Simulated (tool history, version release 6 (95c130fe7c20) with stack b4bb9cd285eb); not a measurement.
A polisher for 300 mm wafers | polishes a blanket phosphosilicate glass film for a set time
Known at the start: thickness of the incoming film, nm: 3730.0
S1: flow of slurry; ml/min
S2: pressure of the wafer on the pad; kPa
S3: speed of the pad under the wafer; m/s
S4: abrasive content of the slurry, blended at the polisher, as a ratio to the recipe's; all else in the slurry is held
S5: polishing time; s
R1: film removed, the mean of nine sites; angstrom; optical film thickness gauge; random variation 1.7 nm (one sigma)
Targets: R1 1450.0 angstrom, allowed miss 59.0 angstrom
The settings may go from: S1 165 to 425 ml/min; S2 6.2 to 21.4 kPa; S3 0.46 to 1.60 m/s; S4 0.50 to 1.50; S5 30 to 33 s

Run 1, hour 0.0: S1 275 ml/min, S2 13.8 kPa, S3 1.02 m/s, S4 1.00, S5 33 s. Result: R1 1967.0 angstrom.
Run 2, hour 2.9: S1 275 ml/min, S2 13.8 kPa, S3 1.02 m/s, S4 0.90, S5 33 s. Result: R1 1888.4 angstrom.
Run 3, hour 7.0: S1 275 ml/min, S2 16.5 kPa, S3 1.02 m/s, S4 0.90, S5 33 s. Result: R1 2256.3 angstrom.
Run 4, hour 10.7: S1 275 ml/min, S2 16.5 kPa, S3 1.02 m/s, S4 0.90, S5 33 s. Result: R1 2228.5 angstrom.
Run 5, hour 11.9: S1 275 ml/min, S2 16.5 kPa, S3 1.20 m/s, S4 0.90, S5 33 s. Result: R1 2540.9 angstrom.
Run 6, hour 20.3: S1 275 ml/min, S2 15.2 kPa, S3 1.18 m/s, S4 0.90, S5 33 s. Result: R1 2342.4 angstrom.
Run 7, hour 22.7: S1 275 ml/min, S2 13.8 kPa, S3 1.18 m/s, S4 0.90, S5 33 s. Result: R1 2072.5 angstrom.
Run 8, hour 28.5: S1 275 ml/min, S2 13.1 kPa, S3 1.18 m/s, S4 0.90, S5 33 s. Result: R1 2010.5 angstrom.
Run 9, hour 34.1: S1 275 ml/min, S2 12.4 kPa, S3 1.18 m/s, S4 0.90, S5 33 s. Result: R1 1854.4 angstrom.
Run 10, hour 39.2: S1 275 ml/min, S2 11.7 kPa, S3 1.18 m/s, S4 0.90, S5 33 s. Result: R1 1802.0 angstrom.
Run 11, hour 47.9: S1 275 ml/min, S2 8.3 kPa, S3 1.16 m/s, S4 0.90, S5 33 s. Result: R1 1284.2 angstrom.
Run 12, hour 51.7: S1 275 ml/min, S2 9.0 kPa, S3 1.16 m/s, S4 0.90, S5 33 s. Result: R1 1372.0 angstrom.

Which of these 5 next moves meets every target?
Run A, hour 55.5: S1 295 ml/min, S2 9.0 kPa, S3 1.32 m/s, S4 1.05, S5 33 s. Result: R1 ?.
Run B, hour 55.5: S1 320 ml/min, S2 9.7 kPa, S3 1.42 m/s, S4 0.95, S5 30 s. Result: R1 ?.
Run C, hour 55.5: S1 300 ml/min, S2 9.7 kPa, S3 1.28 m/s, S4 0.80, S5 30 s. Result: R1 ?.
Run D, hour 55.5: S1 185 ml/min, S2 8.3 kPa, S3 1.14 m/s, S4 1.00, S5 33 s. Result: R1 ?.
Run E, hour 55.5: S1 325 ml/min, S2 9.7 kPa, S3 1.18 m/s, S4 0.95, S5 31 s. Result: R1 ?.

move      R1
   A  1610.0
   B  1589.3
   C  1343.1
   D  1238.1
   E  1444.2
A: takes the result that was furthest off past its target
B: takes the result that was furthest off past its target
C: further off than the last run
D: further off than the last run
E: meets every target
Move E is the one to make.

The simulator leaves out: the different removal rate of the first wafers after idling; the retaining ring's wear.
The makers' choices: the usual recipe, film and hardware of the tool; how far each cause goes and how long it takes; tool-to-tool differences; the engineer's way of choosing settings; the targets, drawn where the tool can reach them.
